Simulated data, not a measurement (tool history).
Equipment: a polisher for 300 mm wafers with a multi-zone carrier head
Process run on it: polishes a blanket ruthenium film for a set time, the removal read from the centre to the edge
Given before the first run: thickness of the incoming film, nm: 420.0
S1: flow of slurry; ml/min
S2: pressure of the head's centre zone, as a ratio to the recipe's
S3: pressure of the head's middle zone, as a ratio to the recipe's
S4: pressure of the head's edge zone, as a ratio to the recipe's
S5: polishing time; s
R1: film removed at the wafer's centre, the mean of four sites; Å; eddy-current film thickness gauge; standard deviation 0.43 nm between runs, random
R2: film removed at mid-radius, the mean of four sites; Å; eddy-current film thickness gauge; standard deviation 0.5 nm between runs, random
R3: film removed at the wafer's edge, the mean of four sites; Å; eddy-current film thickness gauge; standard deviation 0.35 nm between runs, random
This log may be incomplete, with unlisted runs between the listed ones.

{"run": 1, "hour": 0.0, "S1": 220, "S2": 1.0, "S3": 1.0, "S4": 1.0, "S5": 79, "R1": 573.1, "R2": 561.85, "R3": 554.04}
{"run": 2, "hour": 3.1, "S1": 210, "S2": 0.96, "S3": 0.99, "S4": 0.99, "S5": 74, "R1": 514.72, "R2": 513.59, "R3": 517.9}
{"run": 3, "hour": 11.9, "S1": 205, "S2": 0.93, "S3": 0.99, "S4": 0.98, "S5": 70, "R1": 472.62, "R2": 488.06, "R3": 482.88}
{"run": 4, "hour": 19.7, "S1": 205, "S2": 0.93, "S3": 0.99, "S4": 0.98, "S5": 55, "R1": 376.82, "R2": 387.83, "R3": 382.3}
{"run": 5, "hour": 22.5, "S1": 205, "S2": 1.01, "S3": 0.99, "S4": 0.98, "S5": 55, "R1": 401.04, "R2": 385.9, "R3": 383.05}
{"run": 6, "hour": 29.6, "S1": 205, "S2": 1.01, "S3": 0.99, "S4": 1.04, "S5": 55, "R1": 399.08, "R2": 388.7, "R3": 391.43}
{"run": 7, "hour": 32.2, "S1": 200, "S2": 0.98, "S3": 0.99, "S4": 1.05, "S5": 55, "R1": 390.56, "R2": 373.29, "R3": 398.34}
{"run": 8, "hour": 34.2, "S1": 195, "S2": 0.95, "S3": 1.0, "S4": 1.05, "S5": 55, "R1": 374.4, "R2": 379.29, "R3": 387.6}
{"run": 9, "hour": 39.8, "S1": 190, "S2": 0.93, "S3": 1.0, "S4": 1.06, "S5": 55, "R1": 371.81, "R2": 378.84, "R3": 395.96}
{"run": 10, "hour": 46.3, "S1": 185, "S2": 0.91, "S3": 1.01, "S4": 1.06, "S5": 55, "R1": 357.17, "R2": 381.85, "R3": 384.15}
{"run": 11, "hour": 47.5, "S1": 185, "S2": 0.91, "S3": 1.01, "S4": 1.06, "S5": 55, "R1": 351.85, "R2": 378.75, "R3": 381.66}

For run 12, what comes out?
{"run": 12, "hour": 49.8, "S1": 185, "S2": 0.9, "S3": 1.01, "S4": 1.07, "S5": 55, "R1": "?", "R2": "?", "R3": "?"}

R1: 352.31 Å
R2: 379.02 Å
R3: 391.70 Å

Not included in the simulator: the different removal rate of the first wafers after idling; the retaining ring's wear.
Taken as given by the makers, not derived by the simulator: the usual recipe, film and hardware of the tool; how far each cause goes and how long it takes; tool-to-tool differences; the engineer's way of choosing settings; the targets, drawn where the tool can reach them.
